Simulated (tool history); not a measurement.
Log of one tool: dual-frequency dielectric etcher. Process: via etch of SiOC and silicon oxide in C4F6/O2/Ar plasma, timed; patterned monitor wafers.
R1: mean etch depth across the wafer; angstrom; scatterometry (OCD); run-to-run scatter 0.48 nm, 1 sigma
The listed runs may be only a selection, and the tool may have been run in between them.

Run 1, hour 0: source power (kW) 0.36, bias power (kW) 0.224, etch time (s) 78.5. Result: R1 967.28 angstrom.
Run 2, hour 3.7: source power (kW) 0.33, bias power (kW) 0.219, etch time (s) 78.5. Result: R1 897.9 angstrom.
Run 3, hour 6.7: source power (kW) 0.32, bias power (kW) 0.218, etch time (s) 78.5. Result: R1 887.8 angstrom.
Run 4, hour 8.9: source power (kW) 0.31, bias power (kW) 0.217, etch time (s) 78.5. Result: R1 882.58 angstrom.
Run 5, hour 13.8: source power (kW) 0.3, bias power (kW) 0.216, etch time (s) 78.5. Result: R1 856.82 angstrom.
Run 6, hour 14.8: source power (kW) 0.3, bias power (kW) 0.216, etch time (s) 82. Result: R1 900.37 angstrom.
Run 7, hour 15.5: source power (kW) 0.29, bias power (kW) 0.215, etch time (s) 82. Result: R1 880.48 angstrom.

Estimate the outcome of run 8 from the log above:
Run 8, hour 17.3: source power (kW) 0.28, bias power (kW) 0.214, etch time (s) 82. Result: R1 ?.

R1: 865.03 angstrom
